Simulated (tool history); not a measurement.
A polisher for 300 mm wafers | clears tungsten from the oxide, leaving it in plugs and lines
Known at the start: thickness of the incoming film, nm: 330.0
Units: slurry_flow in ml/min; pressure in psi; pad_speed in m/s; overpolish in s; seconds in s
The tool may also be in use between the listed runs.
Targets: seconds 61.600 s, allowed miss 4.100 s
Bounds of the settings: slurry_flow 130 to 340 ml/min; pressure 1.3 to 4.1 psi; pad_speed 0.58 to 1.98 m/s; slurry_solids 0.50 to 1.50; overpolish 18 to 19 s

run,hour,slurry_flow,pressure,pad_speed,slurry_solids,overpolish,seconds
1,0.0,220,2.7,1.28,1.00,18,102.830
2,1.3,220,3.1,1.32,1.00,18,87.467
3,9.2,180,3.1,1.32,1.00,18,89.738
4,16.0,180,3.1,1.32,1.00,19,90.604
5,24.6,180,2.5,1.32,1.00,19,105.200
6,31.7,180,2.5,1.32,0.90,19,109.710
7,35.1,180,2.9,1.40,0.90,19,91.494
8,38.3,180,3.2,1.44,0.90,19,83.467
9,46.0,180,3.4,1.48,0.90,19,75.722
10,49.2,180,3.6,1.50,0.90,19,71.451

4 next moves are on the table. One of them brings every result within its allowed miss. Which?
A,52.4,165,3.8,1.70,0.85,18,?
B,52.4,135,3.3,1.48,0.90,18,?
C,52.4,245,3.2,1.26,1.05,18,?
D,52.4,200,3.4,1.22,0.85,18,?

move,seconds
A,63.011
B,84.923
C,83.611
D,90.460
A: meets every target
B: further off than the last run
C: further off than the last run
D: further off than the last run
The right move is A.
